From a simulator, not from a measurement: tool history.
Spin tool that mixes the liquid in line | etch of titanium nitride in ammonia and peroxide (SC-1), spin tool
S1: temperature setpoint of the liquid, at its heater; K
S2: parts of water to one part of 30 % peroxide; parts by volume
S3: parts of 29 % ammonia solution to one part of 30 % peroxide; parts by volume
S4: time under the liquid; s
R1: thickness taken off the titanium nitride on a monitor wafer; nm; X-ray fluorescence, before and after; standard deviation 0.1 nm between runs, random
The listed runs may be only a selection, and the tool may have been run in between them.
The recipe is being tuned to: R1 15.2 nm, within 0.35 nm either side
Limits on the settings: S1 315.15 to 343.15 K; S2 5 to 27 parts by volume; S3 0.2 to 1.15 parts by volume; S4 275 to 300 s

| run | hour | S1 | S2 | S3 | S4 | R1 |
|---|---|---|---|---|---|---|
| 1 | 0 | 331.15 | 15 | 0.65 | 275 | 26.926 |
| 2 | 8.8 | 334.15 | 15 | 0.65 | 275 | 32.335 |
| 3 | 10.7 | 334.15 | 15 | 0.65 | 300 | 35.006 |
| 4 | 11.8 | 334.15 | 15 | 0.8 | 300 | 36.648 |
| 5 | 13.2 | 331.65 | 15 | 0.8 | 300 | 31.037 |
| 6 | 14.3 | 330.15 | 15 | 0.8 | 300 | 27.954 |
| 7 | 16 | 328.65 | 15 | 0.8 | 300 | 25.409 |
| 8 | 23.4 | 327.65 | 15 | 0.8 | 300 | 23.742 |
| 9 | 30 | 326.65 | 15 | 0.8 | 300 | 21.998 |
| 10 | 35.7 | 325.65 | 15 | 0.8 | 300 | 20.786 |
| 11 | 42.6 | 325.15 | 15 | 0.8 | 300 | 20.037 |
| 12 | 45.8 | 324.65 | 15 | 0.8 | 300 | 19.418 |
| 13 | 51.1 | 320.15 | 15 | 0.8 | 300 | 14.208 |

5 next moves are on the table. One of them brings every result within its allowed miss. Which?
| A | 56.4 | 320.65 | 15.5 | 0.85 | 290 | ? |
| B | 56.4 | 321.15 | 15 | 0.6 | 300 | ? |
| C | 56.4 | 321.15 | 15.5 | 0.75 | 290 | ? |
| D | 56.4 | 323.15 | 17 | 0.6 | 295 | ? |
| E | 56.4 | 320.65 | 15 | 0.85 | 295 | ? |

| move | R1 |
|---|---|
| A | 14.117 |
| B | 14.49 |
| C | 14.313 |
| D | 15.312 |
| E | 14.615 |
A: lands further from the targets than the last run did
B: gains on the last run, yet a result remains outside its allowed miss
C: gains on the last run, yet a result remains outside its allowed miss
D: in spec on every target
E: gains on the last run, yet a result remains outside its allowed miss
Go with D: it meets all targets.

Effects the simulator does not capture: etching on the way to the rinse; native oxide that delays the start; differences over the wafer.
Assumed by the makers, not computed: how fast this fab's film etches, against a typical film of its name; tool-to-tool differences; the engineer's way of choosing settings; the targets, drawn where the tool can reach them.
